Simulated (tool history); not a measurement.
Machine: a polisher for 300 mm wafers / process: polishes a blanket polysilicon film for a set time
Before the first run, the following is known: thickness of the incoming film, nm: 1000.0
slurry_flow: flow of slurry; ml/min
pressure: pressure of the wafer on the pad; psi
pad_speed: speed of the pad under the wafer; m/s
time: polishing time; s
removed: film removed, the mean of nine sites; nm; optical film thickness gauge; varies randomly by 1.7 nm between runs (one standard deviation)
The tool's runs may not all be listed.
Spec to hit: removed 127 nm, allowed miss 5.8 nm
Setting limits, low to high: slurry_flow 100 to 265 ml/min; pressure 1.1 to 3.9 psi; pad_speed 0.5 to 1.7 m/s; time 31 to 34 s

run 1 hour=0 | slurry_flow=170 pressure=2.5 pad_speed=1.1 time=34 | removed=295.79
run 2 hour=4.5 | slurry_flow=200 pressure=2.5 pad_speed=1.1 time=34 | removed=314.04
run 3 hour=12.9 | slurry_flow=200 pressure=2.5 pad_speed=1.1 time=34 | removed=310.83
run 4 hour=21.2 | slurry_flow=155 pressure=2.5 pad_speed=1.1 time=34 | removed=309.52
run 5 hour=22.9 | slurry_flow=190 pressure=2.5 pad_speed=1.1 time=34 | removed=308.7
run 6 hour=23.9 | slurry_flow=190 pressure=2.1 pad_speed=0.98 time=34 | removed=236.93
run 7 hour=31.8 | slurry_flow=190 pressure=1.8 pad_speed=0.9 time=34 | removed=194.21
run 8 hour=40.1 | slurry_flow=190 pressure=1.6 pad_speed=0.86 time=34 | removed=169.92
run 9 hour=43.2 | slurry_flow=190 pressure=1.4 pad_speed=0.84 time=34 | removed=156.13
run 10 hour=45.6 | slurry_flow=190 pressure=1.3 pad_speed=0.82 time=34 | removed=139.76
run 11 hour=52.4 | slurry_flow=190 pressure=1.2 pad_speed=0.82 time=34 | removed=135.96

Exercise: of the 5 proposed moves below, exactly one satisfies all targets within the stated allowed misses. Which move is it?
run A hour=59.2 | slurry_flow=200 pressure=1.6 pad_speed=0.6 time=31 | removed=?
run B hour=59.2 | slurry_flow=180 pressure=1.6 pad_speed=0.64 time=31 | removed=?
run C hour=59.2 | slurry_flow=170 pressure=1.6 pad_speed=0.6 time=31 | removed=?
run D hour=59.2 | slurry_flow=165 pressure=1.1 pad_speed=0.94 time=31 | removed=?
run E hour=59.2 | slurry_flow=175 pressure=1.1 pad_speed=0.82 time=31 | removed=?

move=A removed=112.99
move=B removed=118.89
move=C removed=111.19
move=D removed=130.51
move=E removed=115.12
A: moves the result that the last run missed by most past its target, out the other side
B: moves the result that the last run missed by most past its target, out the other side
C: moves the result that the last run missed by most past its target, out the other side
D: meets every target
E: moves the result that the last run missed by most past its target, out the other side
So the answer is move D, the one that meets all the targets.
